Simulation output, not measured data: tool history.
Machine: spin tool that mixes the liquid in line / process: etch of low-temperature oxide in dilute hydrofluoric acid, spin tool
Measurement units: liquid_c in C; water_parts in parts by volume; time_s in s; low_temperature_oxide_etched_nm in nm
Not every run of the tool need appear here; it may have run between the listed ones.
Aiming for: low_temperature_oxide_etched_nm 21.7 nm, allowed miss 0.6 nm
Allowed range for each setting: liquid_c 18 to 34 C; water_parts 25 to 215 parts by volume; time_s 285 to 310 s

| run | hour | liquid_c | water_parts | time_s | low_temperature_oxide_etched_nm |
|---|---|---|---|---|---|
| 1 | 0 | 26 | 120 | 285 | 36.454 |
| 2 | 1.3 | 24 | 125 | 285 | 32.63 |
| 3 | 6.5 | 24 | 105 | 285 | 40.035 |
| 4 | 7.2 | 24 | 105 | 310 | 42.775 |
| 5 | 9.8 | 24 | 105 | 310 | 43.343 |
| 6 | 13.4 | 22.5 | 120 | 310 | 35.481 |
|  | 16.5 | hydrofluoric acid flow meter replaced |
| 7 | 16.5 | 21.5 | 130 | 310 | 35.018 |
| 8 | 24.5 | 21 | 145 | 310 | 29.717 |

4 candidate next runs follow, results not yet known. Just one meets every target within its allowed miss. Identify it.
| A | 32.5 | 18 | 165 | 295 | ? |
| B | 32.5 | 21.5 | 185 | 310 | ? |
| C | 32.5 | 23 | 185 | 295 | ? |
| D | 32.5 | 18 | 165 | 310 | ? |

| move | low_temperature_oxide_etched_nm |
|---|---|
| A | 21.959 |
| B | 23.146 |
| C | 23.319 |
| D | 23.076 |
A: all results in spec
B: closes in on the targets versus the last run, not all within tolerance yet
C: closes in on the targets versus the last run, not all within tolerance yet
D: closes in on the targets versus the last run, not all within tolerance yet
The move that meets every target is A.
